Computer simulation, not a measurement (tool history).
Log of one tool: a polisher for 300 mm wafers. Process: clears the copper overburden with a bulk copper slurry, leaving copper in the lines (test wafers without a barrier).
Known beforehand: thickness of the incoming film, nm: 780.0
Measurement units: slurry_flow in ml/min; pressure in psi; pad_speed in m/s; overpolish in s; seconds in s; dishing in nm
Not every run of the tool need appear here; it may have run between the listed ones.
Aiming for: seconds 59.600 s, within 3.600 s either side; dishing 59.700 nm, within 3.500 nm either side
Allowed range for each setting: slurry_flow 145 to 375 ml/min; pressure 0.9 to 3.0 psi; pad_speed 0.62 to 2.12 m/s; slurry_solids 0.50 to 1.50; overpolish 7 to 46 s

{"run": 1, "hour": 0.0, "slurry_flow": 240, "pressure": 1.9, "pad_speed": 1.36, "slurry_solids": 1.0, "overpolish": 24, "seconds": 85.155, "dishing": 58.625}
{"run": 2, "hour": 1.9, "slurry_flow": 240, "pressure": 1.4, "pad_speed": 1.36, "slurry_solids": 1.0, "overpolish": 24, "seconds": 108.11, "dishing": 51.461}
{"run": 3, "hour": 6.9, "slurry_flow": 295, "pressure": 1.4, "pad_speed": 1.36, "slurry_solids": 1.0, "overpolish": 24, "seconds": 109.34, "dishing": 50.274}
{"run": 4, "hour": 9.5, "slurry_flow": 295, "pressure": 1.4, "pad_speed": 1.1, "slurry_solids": 1.0, "overpolish": 24, "seconds": 125.66, "dishing": 51.646}
{"run": 5, "hour": 14.3, "slurry_flow": 295, "pressure": 1.5, "pad_speed": 1.16, "slurry_solids": 1.0, "overpolish": 23, "seconds": 114.45, "dishing": 51.764}
{"run": 6, "hour": 22.3, "slurry_flow": 295, "pressure": 1.6, "pad_speed": 1.2, "slurry_solids": 1.0, "overpolish": 22, "seconds": 105.48, "dishing": 53.463}
{"run": 7, "hour": 26.4, "slurry_flow": 295, "pressure": 1.7, "pad_speed": 1.24, "slurry_solids": 1.0, "overpolish": 21, "seconds": 95.456, "dishing": 51.832}
{"run": 8, "hour": 34.2, "slurry_flow": 295, "pressure": 1.8, "pad_speed": 1.24, "slurry_solids": 1.0, "overpolish": 21, "seconds": 92.234, "dishing": 53.396}
{"run": 9, "hour": 35.6, "slurry_flow": 295, "pressure": 1.8, "pad_speed": 1.24, "slurry_solids": 1.0, "overpolish": 21, "seconds": 95.511, "dishing": 55.518}
{"run": 10, "hour": 42.5, "slurry_flow": 295, "pressure": 1.9, "pad_speed": 1.28, "slurry_solids": 1.0, "overpolish": 20, "seconds": 83.5, "dishing": 53.748}
{"run": 11, "hour": 51.1, "slurry_flow": 300, "pressure": 2.5, "pad_speed": 1.3, "slurry_solids": 1.0, "overpolish": 30, "seconds": 64.695, "dishing": 61.81}
{"run": 12, "hour": 58.4, "slurry_flow": 305, "pressure": 2.5, "pad_speed": 1.3, "slurry_solids": 1.0, "overpolish": 29, "seconds": 62.195, "dishing": 60.434}
{"run": 13, "hour": 65.9, "slurry_flow": 310, "pressure": 2.5, "pad_speed": 1.3, "slurry_solids": 1.0, "overpolish": 28, "seconds": 64.019, "dishing": 63.293}
{"run": 14, "hour": 69.1, "slurry_flow": 310, "pressure": 2.5, "pad_speed": 1.32, "slurry_solids": 1.0, "overpolish": 26, "seconds": 62.423, "dishing": 61.625}
{"run": 15, "hour": 76.5, "slurry_flow": 310, "pressure": 2.5, "pad_speed": 1.32, "slurry_solids": 1.0, "overpolish": 26, "seconds": 63.269, "dishing": 59.996}

Exercise: of the 4 proposed moves below, exactly one satisfies all targets within the stated allowed misses. Which move is it?
{"run": "A", "hour": 83.9, "slurry_flow": 305, "pressure": 2.3, "pad_speed": 1.42, "slurry_solids": 0.85, "overpolish": 23, "seconds": "?", "dishing": "?"}
{"run": "B", "hour": 83.9, "slurry_flow": 280, "pressure": 2.4, "pad_speed": 1.3, "slurry_solids": 1.0, "overpolish": 21, "seconds": "?", "dishing": "?"}
{"run": "C", "hour": 83.9, "slurry_flow": 375, "pressure": 2.2, "pad_speed": 1.8, "slurry_solids": 0.8, "overpolish": 28, "seconds": "?", "dishing": "?"}
{"run": "D", "hour": 83.9, "slurry_flow": 315, "pressure": 2.8, "pad_speed": 1.1, "slurry_solids": 0.75, "overpolish": 27, "seconds": "?", "dishing": "?"}

move=A seconds=67.493 dishing=60.385
move=B seconds=65.973 dishing=60.190
move=C seconds=59.519 dishing=61.462
move=D seconds=68.656 dishing=62.732
A: its largest miss is bigger than the last run's
B: its largest miss is bigger than the last run's
C: every result lands within tolerance
D: its largest miss is bigger than the last run's
The move that meets every target is C.
